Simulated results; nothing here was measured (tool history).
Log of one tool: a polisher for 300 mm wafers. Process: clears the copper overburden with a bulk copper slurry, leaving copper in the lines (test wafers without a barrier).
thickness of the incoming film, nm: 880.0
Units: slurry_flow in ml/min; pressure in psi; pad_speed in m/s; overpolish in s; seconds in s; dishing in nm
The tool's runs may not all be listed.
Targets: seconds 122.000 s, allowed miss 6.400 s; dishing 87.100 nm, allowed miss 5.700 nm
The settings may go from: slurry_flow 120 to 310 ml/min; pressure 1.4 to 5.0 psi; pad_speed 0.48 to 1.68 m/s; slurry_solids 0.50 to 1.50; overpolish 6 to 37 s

run,hour,slurry_flow,pressure,pad_speed,slurry_solids,overpolish,seconds,dishing
1,0.0,200,3.2,1.08,1.00,19,70.853,100.400
2,2.9,200,3.2,1.26,1.00,19,65.016,104.800
3,12.0,200,2.8,1.24,1.00,21,75.187,99.722
4,14.8,200,2.8,1.24,0.90,21,76.762,99.876
5,17.3,165,2.8,1.24,0.90,21,79.193,95.777
6,22.2,165,2.8,1.44,0.90,21,68.913,99.124
7,30.4,165,2.5,1.40,0.90,23,80.657,99.793
8,36.2,165,1.6,1.36,0.90,24,125.530,74.363
9,41.9,165,1.6,1.36,0.90,25,123.500,74.164
10,50.4,165,1.6,1.36,0.90,27,126.940,78.573
11,51.5,165,1.6,1.36,0.90,27,121.670,77.104

Which of these 4 next moves meets every target?
A,52.6,200,1.7,1.04,1.40,34,?,?
B,52.6,165,1.7,1.12,0.85,37,?,?
C,52.6,150,1.8,1.42,0.85,20,?,?
D,52.6,170,1.4,1.40,0.90,33,?,?

move,seconds,dishing
A,123.480,86.256
B,137.100,85.710
C,111.670,73.454
D,137.840,78.058
A: meets every target
B: brings the result that was furthest off to its target, and leaves another outside
C: further off than the last run
D: further off than the last run
The right move is A.
